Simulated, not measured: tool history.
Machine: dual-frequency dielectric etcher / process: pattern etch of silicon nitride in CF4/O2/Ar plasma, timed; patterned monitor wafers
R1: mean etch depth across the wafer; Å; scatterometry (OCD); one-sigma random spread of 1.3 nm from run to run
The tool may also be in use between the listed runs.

run 1 hour=0 | source_power_(W)=570 bias_power_(W)=68 Ar_flow_(sccm)=103 CF4_flow_(sccm)=102 etch_time_(s)=132 | R1=2978.4
run 2 hour=3.6 | source_power_(W)=570 bias_power_(W)=68 Ar_flow_(sccm)=95 CF4_flow_(sccm)=102 etch_time_(s)=132 | R1=2940.8
run 3 hour=12.6 | source_power_(W)=570 bias_power_(W)=68 Ar_flow_(sccm)=84 CF4_flow_(sccm)=102 etch_time_(s)=132 | R1=3006.2
run 4 hour=16.4 | source_power_(W)=530 bias_power_(W)=67 Ar_flow_(sccm)=84 CF4_flow_(sccm)=102 etch_time_(s)=132 | R1=2817.9
run 5 hour=21.1 | source_power_(W)=530 bias_power_(W)=67 Ar_flow_(sccm)=84 CF4_flow_(sccm)=102 etch_time_(s)=132 | R1=2830
run 6 hour=25.8 | source_power_(W)=470 bias_power_(W)=67 Ar_flow_(sccm)=84 CF4_flow_(sccm)=102 etch_time_(s)=132 | R1=2540.3
run 7 hour=28 | source_power_(W)=450 bias_power_(W)=67 Ar_flow_(sccm)=84 CF4_flow_(sccm)=102 etch_time_(s)=132 | R1=2499.6
run 8 hour=30.8 | source_power_(W)=370 bias_power_(W)=65 Ar_flow_(sccm)=85 CF4_flow_(sccm)=102 etch_time_(s)=132 | R1=2130.9
run 9 hour=38.2 | source_power_(W)=380 bias_power_(W)=65 Ar_flow_(sccm)=85 CF4_flow_(sccm)=102 etch_time_(s)=132 | R1=2144.2

Run 10 comes next. What will it give?
run 10 hour=44.7 | source_power_(W)=390 bias_power_(W)=65 Ar_flow_(sccm)=85 CF4_flow_(sccm)=102 etch_time_(s)=132 | R1=?

R1: 2173 Å
